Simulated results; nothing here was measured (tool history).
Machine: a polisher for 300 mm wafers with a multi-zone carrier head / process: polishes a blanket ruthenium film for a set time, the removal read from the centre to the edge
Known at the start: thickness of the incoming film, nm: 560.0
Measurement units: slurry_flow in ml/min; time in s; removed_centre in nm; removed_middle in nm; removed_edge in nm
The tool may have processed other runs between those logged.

Run 1, hour 0.0: slurry_flow 300 ml/min, centre_zone 1.00, middle_zone 1.00, edge_zone 1.00, time 44 s. Result: removed_centre 80.769 nm, removed_middle 80.378 nm, removed_edge 81.242 nm.
Run 2, hour 3.1: slurry_flow 300 ml/min, centre_zone 1.00, middle_zone 0.93, edge_zone 1.00, time 44 s. Result: removed_centre 82.353 nm, removed_middle 77.168 nm, removed_edge 80.705 nm.
Run 3, hour 11.1: slurry_flow 300 ml/min, centre_zone 0.97, middle_zone 0.96, edge_zone 0.96, time 43 s. Result: removed_centre 77.444 nm, removed_middle 75.577 nm, removed_edge 75.682 nm.
Run 4, hour 14.9: slurry_flow 300 ml/min, centre_zone 0.97, middle_zone 0.96, edge_zone 1.03, time 43 s. Result: removed_centre 78.057 nm, removed_middle 76.663 nm, removed_edge 79.818 nm.
Run 5, hour 18.3: slurry_flow 300 ml/min, centre_zone 0.97, middle_zone 0.96, edge_zone 0.97, time 43 s. Result: removed_centre 77.911 nm, removed_middle 76.654 nm, removed_edge 76.449 nm.
Run 6, hour 20.9: slurry_flow 300 ml/min, centre_zone 0.97, middle_zone 1.01, edge_zone 0.97, time 43 s. Result: removed_centre 77.752 nm, removed_middle 77.131 nm, removed_edge 75.735 nm.

Expected results for the next run?
Run 7, hour 21.7: slurry_flow 295 ml/min, centre_zone 0.92, middle_zone 1.04, edge_zone 0.97, time 43 s. Result: removed_centre ?, removed_middle ?, removed_edge ?.

removed_centre: 74.801 nm
removed_middle: 80.137 nm
removed_edge: 74.430 nm
